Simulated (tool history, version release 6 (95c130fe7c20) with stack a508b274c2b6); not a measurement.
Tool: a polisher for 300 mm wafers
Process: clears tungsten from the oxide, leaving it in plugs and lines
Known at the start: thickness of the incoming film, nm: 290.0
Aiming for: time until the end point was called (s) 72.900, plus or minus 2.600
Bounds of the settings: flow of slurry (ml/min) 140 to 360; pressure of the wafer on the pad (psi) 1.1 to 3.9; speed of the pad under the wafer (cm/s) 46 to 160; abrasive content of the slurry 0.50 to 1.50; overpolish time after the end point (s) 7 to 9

run,hour,flow of slurry (ml/min),pressure of the wafer on the pad (psi),speed of the pad under the wafer (cm/s),abrasive content of the slurry,overpolish time after the end point (s),time until the end point was called (s)
1,0.0,230,2.5,102,1.00,9,112.130
2,7.9,230,2.8,102,1.00,9,99.158
3,12.9,230,2.8,86,1.00,9,113.140
4,21.8,230,2.8,86,1.15,9,108.590
5,25.8,230,3.1,86,1.15,9,98.283
6,32.7,230,3.3,86,1.15,9,92.912
7,35.3,230,3.5,88,1.15,9,85.029
8,36.0,230,3.6,88,1.15,9,84.415

Below are 5 possible settings for the next run. Only one of them brings all results inside the allowed miss of their targets. Which is it?
A,36.7,140,3.9,92,1.10,8,?
B,36.7,190,3.6,132,1.15,9,?
C,36.7,210,3.2,72,1.20,7,?
D,36.7,270,3.2,80,0.95,7,?
E,36.7,225,3.6,104,1.25,9,?

move,time until the end point was called (s)
A,83.660
B,65.420
C,110.180
D,105.680
E,74.965
A: nearer than the last run, and not there yet
B: carries the result that was furthest off beyond its target, to the other side
C: further off than the last run
D: further off than the last run
E: every result lands within tolerance
Answer: E
